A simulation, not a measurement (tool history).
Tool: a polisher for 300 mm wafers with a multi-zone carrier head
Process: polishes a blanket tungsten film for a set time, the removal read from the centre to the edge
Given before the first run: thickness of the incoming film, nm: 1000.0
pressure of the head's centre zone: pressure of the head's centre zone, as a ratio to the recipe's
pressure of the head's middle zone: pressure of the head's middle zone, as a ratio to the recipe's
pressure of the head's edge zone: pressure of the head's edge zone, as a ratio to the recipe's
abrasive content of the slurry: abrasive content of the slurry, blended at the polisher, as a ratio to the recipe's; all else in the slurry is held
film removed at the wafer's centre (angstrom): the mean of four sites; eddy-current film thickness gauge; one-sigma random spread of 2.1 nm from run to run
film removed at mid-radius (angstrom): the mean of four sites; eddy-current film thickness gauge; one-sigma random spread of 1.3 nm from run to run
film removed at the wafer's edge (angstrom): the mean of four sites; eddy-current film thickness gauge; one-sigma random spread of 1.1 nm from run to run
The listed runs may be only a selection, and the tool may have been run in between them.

run  hour  flow of slurry (ml/min)  pressure of the head's centre zone  pressure of the head's middle zone  pressure of the head's edge zone  abrasive content of the slurry  polishing time (s)  film removed at the wafer's centre (angstrom)  film removed at mid-radius (angstrom)  film removed at the wafer's edge (angstrom)
  1   0.0                      315                                1.00                                1.00                              1.00                            1.00                  34                                         1793.8                                 1728.4                                       1775.4
  2   9.0                      315                                1.00                                1.00                              0.97                            1.00                  34                                         1748.1                                 1719.9                                       1747.1
  3  13.6                      315                                1.00                                1.07                              0.97                            1.00                  34                                         1796.4                                 1844.9                                       1765.2
  4  19.7                      315                                1.00                                1.04                              0.97                            1.00                  34                                         1794.8                                 1786.6                                       1746.2
  5  24.8                      310                                0.98                                1.01                              0.97                            1.00                  34                                         1717.2                                 1755.5                                       1732.7
  6  31.4                      305                                0.97                                0.98                              0.98                            1.00                  34                                         1729.3                                 1692.3                                       1744.4
  7  34.8                      305                                0.95                                0.96                              0.98                            1.00                  34                                         1687.1                                 1654.3                                       1740.4
  8  35.4                      300                                0.93                                0.95                              0.98                            1.00                  34                                         1643.7                                 1685.3                                       1744.3
  9  38.7                      300                                0.92                                0.93                              0.98                            1.00                  34                                         1664.6                                 1623.5                                       1742.9
 10  43.8                      295                                0.90                                0.92                              0.98                            0.95                  34                                         1562.8                                 1591.4                                       1726.7

Estimate the outcome of run 11 from the log above:
 11  46.4                      290                                0.89                                0.91                              0.97                            0.95                  34                                              ?                                      ?                                            ?

{"run 11": {"film removed at the wafer's centre (angstrom)": 1577.3, "film removed at mid-radius (angstrom)": 1591.5, "film removed at the wafer's edge (angstrom)": 1730.1}}
